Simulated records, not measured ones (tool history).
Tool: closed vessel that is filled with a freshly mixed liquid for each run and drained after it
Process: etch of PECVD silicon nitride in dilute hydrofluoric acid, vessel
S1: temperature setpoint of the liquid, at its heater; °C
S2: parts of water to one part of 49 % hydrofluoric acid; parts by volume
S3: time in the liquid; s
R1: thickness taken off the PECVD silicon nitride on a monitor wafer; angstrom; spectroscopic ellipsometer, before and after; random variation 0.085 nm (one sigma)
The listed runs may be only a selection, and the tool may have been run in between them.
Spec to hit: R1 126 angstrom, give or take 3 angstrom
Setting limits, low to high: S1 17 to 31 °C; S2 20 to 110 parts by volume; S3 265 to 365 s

run	hour	S1	S2	S3	R1
1	0	23	60	365	237.58
2	3.9	21.5	65	365	197.94
3	7.7	21.5	85	365	152.79
4	11	21.5	65	365	200.01
5	14.4	25	65	365	251.34
6	20.3	25	45	365	360.93
7	26.2	23	55	365	260.75
# hour 34.7: hydrofluoric acid flow meter replaced
8	34.7	21.5	60	365	199.48
9	39.5	20.5	60	365	186.81
10	43.3	19.5	60	365	174.77
11	51.2	19	60	365	169.16
12	54.3	18.5	60	365	163.21
13	62.5	18	65	365	144.3
14	69.4	17.5	65	365	140.69

Of the 5 settings listed for the next run, only one would bring every result within its allowed miss of target. Which one?
A	76.3	17	50	265	?
B	76.3	17	70	345	?
C	76.3	18	75	345	?
D	76.3	17	70	340	?
E	76.3	18.5	65	285	?

move	R1
A	127.17
B	119.49
C	119.88
D	117.76
E	117.85
A: each result inside its tolerance
B: carries the result that was furthest off beyond its target, to the other side
C: carries the result that was furthest off beyond its target, to the other side
D: carries the result that was furthest off beyond its target, to the other side
E: carries the result that was furthest off beyond its target, to the other side
So the answer is move A, the one that meets all the targets.
